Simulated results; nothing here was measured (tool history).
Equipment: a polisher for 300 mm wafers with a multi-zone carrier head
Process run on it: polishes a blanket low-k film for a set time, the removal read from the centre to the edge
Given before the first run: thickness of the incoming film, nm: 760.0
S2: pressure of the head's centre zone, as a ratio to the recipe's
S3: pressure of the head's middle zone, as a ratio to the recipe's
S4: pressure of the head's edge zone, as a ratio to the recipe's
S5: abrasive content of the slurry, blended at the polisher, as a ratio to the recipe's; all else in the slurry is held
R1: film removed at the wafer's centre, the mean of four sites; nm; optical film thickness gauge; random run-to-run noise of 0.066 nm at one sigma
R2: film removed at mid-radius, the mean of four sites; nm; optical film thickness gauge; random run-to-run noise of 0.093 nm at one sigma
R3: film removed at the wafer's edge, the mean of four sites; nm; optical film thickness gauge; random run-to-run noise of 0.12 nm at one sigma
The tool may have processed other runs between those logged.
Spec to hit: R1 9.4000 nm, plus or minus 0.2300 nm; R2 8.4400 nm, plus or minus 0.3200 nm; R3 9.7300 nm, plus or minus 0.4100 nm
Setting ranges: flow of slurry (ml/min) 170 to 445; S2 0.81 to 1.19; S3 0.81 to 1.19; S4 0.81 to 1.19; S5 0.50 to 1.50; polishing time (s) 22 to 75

Run 1, day 0.000: flow of slurry (ml/min) 285, S2 1.00, S3 1.00, S4 1.00, S5 1.00, polishing time (s) 48. Result: R1 14.3860 nm, R2 14.3890 nm, R3 14.6530 nm.
Run 2, day 0.079: flow of slurry (ml/min) 285, S2 1.00, S3 1.00, S4 0.92, S5 1.00, polishing time (s) 48. Result: R1 14.4240 nm, R2 14.3510 nm, R3 13.7650 nm.
Run 3, day 0.442: flow of slurry (ml/min) 280, S2 0.99, S3 0.98, S4 0.92, S5 0.95, polishing time (s) 47. Result: R1 13.5410 nm, R2 13.6010 nm, R3 13.3920 nm.
Run 4, day 0.550: flow of slurry (ml/min) 280, S2 0.99, S3 0.98, S4 0.92, S5 0.95, polishing time (s) 42. Result: R1 12.1830 nm, R2 12.1430 nm, R3 11.8240 nm.
At day 0.633: slurry nozzle cleaned.
Run 5, day 0.633: flow of slurry (ml/min) 280, S2 1.02, S3 0.98, S4 0.92, S5 0.95, polishing time (s) 42. Result: R1 12.6190 nm, R2 12.4180 nm, R3 12.1240 nm.
Run 6, day 0.808: flow of slurry (ml/min) 280, S2 1.02, S3 0.98, S4 0.92, S5 1.10, polishing time (s) 42. Result: R1 13.5680 nm, R2 13.6200 nm, R3 12.8770 nm.
Run 7, day 1.058: flow of slurry (ml/min) 280, S2 1.01, S3 0.97, S4 0.91, S5 1.05, polishing time (s) 42. Result: R1 13.1000 nm, R2 12.9850 nm, R3 12.5070 nm.
Run 8, day 1.425: flow of slurry (ml/min) 280, S2 1.00, S3 0.96, S4 0.91, S5 1.00, polishing time (s) 42. Result: R1 12.8260 nm, R2 12.5720 nm, R3 12.3250 nm.
Run 9, day 1.612: flow of slurry (ml/min) 280, S2 0.99, S3 0.95, S4 0.90, S5 0.95, polishing time (s) 42. Result: R1 12.3500 nm, R2 11.8340 nm, R3 11.6640 nm.
Run 10, day 1.875: flow of slurry (ml/min) 280, S2 0.99, S3 0.95, S4 0.90, S5 0.95, polishing time (s) 42. Result: R1 12.3720 nm, R2 11.9360 nm, R3 12.0090 nm.
Run 11, day 2.029: flow of slurry (ml/min) 280, S2 0.98, S3 0.94, S4 0.89, S5 0.90, polishing time (s) 42. Result: R1 11.8270 nm, R2 11.8710 nm, R3 11.4160 nm.
Run 12, day 2.100: flow of slurry (ml/min) 275, S2 0.98, S3 0.93, S4 0.90, S5 0.85, polishing time (s) 42. Result: R1 11.6000 nm, R2 11.1000 nm, R3 11.2980 nm.
Run 13, day 2.129: flow of slurry (ml/min) 270, S2 0.97, S3 0.92, S4 0.90, S5 0.80, polishing time (s) 42. Result: R1 11.0000 nm, R2 10.9690 nm, R3 10.7420 nm.
Run 14, day 2.375: flow of slurry (ml/min) 285, S2 0.97, S3 0.91, S4 0.91, S5 0.75, polishing time (s) 42. Result: R1 10.5280 nm, R2 10.3050 nm, R3 10.3280 nm.
Run 15, day 2.683: flow of slurry (ml/min) 285, S2 0.97, S3 0.90, S4 0.92, S5 0.75, polishing time (s) 42. Result: R1 10.5340 nm, R2 10.1810 nm, R3 10.5100 nm.

Next run, 5 choices. One meets every target within its allowed miss, the rest don't. Which?
Run A, day 2.992: flow of slurry (ml/min) 340, S2 0.99, S3 0.85, S4 1.04, S5 0.75, polishing time (s) 36. Result: R1 ?, R2 ?, R3 ?.
Run B, day 2.992: flow of slurry (ml/min) 340, S2 1.07, S3 0.85, S4 0.86, S5 0.75, polishing time (s) 39. Result: R1 ?, R2 ?, R3 ?.
Run C, day 2.992: flow of slurry (ml/min) 295, S2 0.92, S3 1.01, S4 0.88, S5 0.75, polishing time (s) 48. Result: R1 ?, R2 ?, R3 ?.
Run D, day 2.992: flow of slurry (ml/min) 290, S2 0.94, S3 1.00, S4 0.92, S5 0.75, polishing time (s) 48. Result: R1 ?, R2 ?, R3 ?.
Run E, day 2.992: flow of slurry (ml/min) 280, S2 0.86, S3 1.19, S4 0.81, S5 0.70, polishing time (s) 44. Result: R1 ?, R2 ?, R3 ?.

move       R1       R2       R3
   A   9.4620   8.2569   9.5745
   B  11.0310   8.9438   9.4857
   C  11.6770  12.6110  11.6950
   D  11.9010  12.4900  11.9270
   E   9.6083  12.7120   9.8532
A: every result lands within tolerance
B: its largest miss is bigger than the last run's
C: its largest miss is bigger than the last run's
D: its largest miss is bigger than the last run's
E: its largest miss is bigger than the last run's
Answer: A
